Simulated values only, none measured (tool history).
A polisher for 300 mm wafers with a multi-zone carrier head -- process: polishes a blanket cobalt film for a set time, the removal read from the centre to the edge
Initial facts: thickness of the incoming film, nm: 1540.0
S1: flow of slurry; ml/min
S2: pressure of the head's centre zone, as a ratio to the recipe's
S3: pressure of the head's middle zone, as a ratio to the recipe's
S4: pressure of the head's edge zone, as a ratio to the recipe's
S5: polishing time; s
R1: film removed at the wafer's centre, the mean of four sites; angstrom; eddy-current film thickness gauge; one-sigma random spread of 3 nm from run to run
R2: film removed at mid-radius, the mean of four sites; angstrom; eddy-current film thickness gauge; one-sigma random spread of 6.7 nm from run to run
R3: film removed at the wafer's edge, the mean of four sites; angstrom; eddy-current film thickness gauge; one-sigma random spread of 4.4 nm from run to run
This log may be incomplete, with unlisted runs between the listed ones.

| run | day | S1 | S2 | S3 | S4 | S5 | R1 | R2 | R3 |
|---|---|---|---|---|---|---|---|---|---|
| 1 | 0.000 | 255 | 1.00 | 1.00 | 1.00 | 75 | 3452.9 | 3513.8 | 3503.4 |
| 2 | 0.071 | 255 | 1.00 | 1.02 | 1.02 | 78 | 3606.2 | 3651.7 | 3724.5 |
| 3 | 0.208 | 255 | 1.03 | 1.02 | 1.02 | 78 | 3723.1 | 3663.5 | 3694.4 |
| 4 | 0.496 | 255 | 1.08 | 1.02 | 1.02 | 78 | 3875.2 | 3646.5 | 3699.5 |
| 5 | 0.867 | 260 | 1.07 | 1.04 | 1.03 | 80 | 3992.9 | 3803.5 | 3840.7 |
| 6 | 1.100 | 260 | 1.00 | 1.04 | 1.03 | 80 | 3685.8 | 3817.5 | 3839.6 |
| 7 | 1.233 | 265 | 1.00 | 1.06 | 1.03 | 82 | 3783.6 | 4075.6 | 3979.3 |

Run 8, settings as shown, results not yet in. Your forecast:
| 8 | 1.258 | 275 | 1.00 | 1.07 | 1.04 | 83 | ? | ? | ? |

R1: 3855.8 angstrom
R2: 4079.7 angstrom
R3: 3985.8 angstrom

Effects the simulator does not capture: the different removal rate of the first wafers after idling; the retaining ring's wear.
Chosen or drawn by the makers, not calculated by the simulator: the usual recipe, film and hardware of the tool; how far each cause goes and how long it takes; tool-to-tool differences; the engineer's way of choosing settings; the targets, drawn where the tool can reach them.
